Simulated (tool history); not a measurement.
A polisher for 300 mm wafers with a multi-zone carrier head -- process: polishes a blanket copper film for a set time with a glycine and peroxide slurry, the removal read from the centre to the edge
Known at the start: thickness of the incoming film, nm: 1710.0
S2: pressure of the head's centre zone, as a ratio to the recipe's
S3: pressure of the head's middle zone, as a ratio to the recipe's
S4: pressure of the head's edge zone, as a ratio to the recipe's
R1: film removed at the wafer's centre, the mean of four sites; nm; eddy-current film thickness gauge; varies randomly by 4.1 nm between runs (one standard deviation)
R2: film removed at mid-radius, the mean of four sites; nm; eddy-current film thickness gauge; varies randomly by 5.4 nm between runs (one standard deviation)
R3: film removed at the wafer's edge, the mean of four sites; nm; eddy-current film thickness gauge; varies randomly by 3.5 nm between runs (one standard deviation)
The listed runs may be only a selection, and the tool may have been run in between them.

run 1 day=0.000 | flow_of_slurry_(ml/min)=150 S2=1.00 S3=1.00 S4=1.00 polishing_time_(s)=82 | R1=326.11 R2=349.78 R3=369.03
run 2 day=0.046 | flow_of_slurry_(ml/min)=120 S2=1.00 S3=1.00 S4=1.00 polishing_time_(s)=82 | R1=297.54 R2=349.84 R3=353.28
run 3 day=0.288 | flow_of_slurry_(ml/min)=130 S2=1.01 S3=1.01 S4=1.00 polishing_time_(s)=82 | R1=312.94 R2=360.24 R3=362.05
run 4 day=0.629 | flow_of_slurry_(ml/min)=145 S2=1.01 S3=1.01 S4=1.00 polishing_time_(s)=82 | R1=322.56 R2=358.82 R3=362.01
run 5 day=0.892 | flow_of_slurry_(ml/min)=155 S2=1.02 S3=1.01 S4=1.01 polishing_time_(s)=82 | R1=329.59 R2=372.44 R3=369.57
run 6 day=1.150 | flow_of_slurry_(ml/min)=155 S2=1.10 S3=1.01 S4=1.01 polishing_time_(s)=82 | R1=355.07 R2=369.67 R3=371.76
run 7 day=1.171 | flow_of_slurry_(ml/min)=165 S2=1.11 S3=1.01 S4=1.01 polishing_time_(s)=82 | R1=365.23 R2=362.24 R3=372.67
run 8 day=1.358 | flow_of_slurry_(ml/min)=205 S2=1.19 S3=1.07 S4=1.06 polishing_time_(s)=85 | R1=414.76 R2=414.18 R3=412.45
-- day=1.700 centre zone pressure recalibrated
run 9 day=1.700 | flow_of_slurry_(ml/min)=205 S2=1.19 S3=1.06 S4=1.05 polishing_time_(s)=85 | R1=473.25 R2=412.73 R3=407.36
run 10 day=1.725 | flow_of_slurry_(ml/min)=200 S2=1.19 S3=1.06 S4=1.05 polishing_time_(s)=85 | R1=466.30 R2=414.03 R3=402.68
run 11 day=1.975 | flow_of_slurry_(ml/min)=195 S2=1.19 S3=1.05 S4=1.05 polishing_time_(s)=85 | R1=472.63 R2=401.44 R3=393.36

The next listed run, before its measurement:
run 12 day=2.108 | flow_of_slurry_(ml/min)=195 S2=1.18 S3=1.05 S4=1.06 polishing_time_(s)=85 | R1=? R2=? R3=?

Run 12 measured R1 462.58 nm, R2 406.58 nm, R3 404.05 nm.
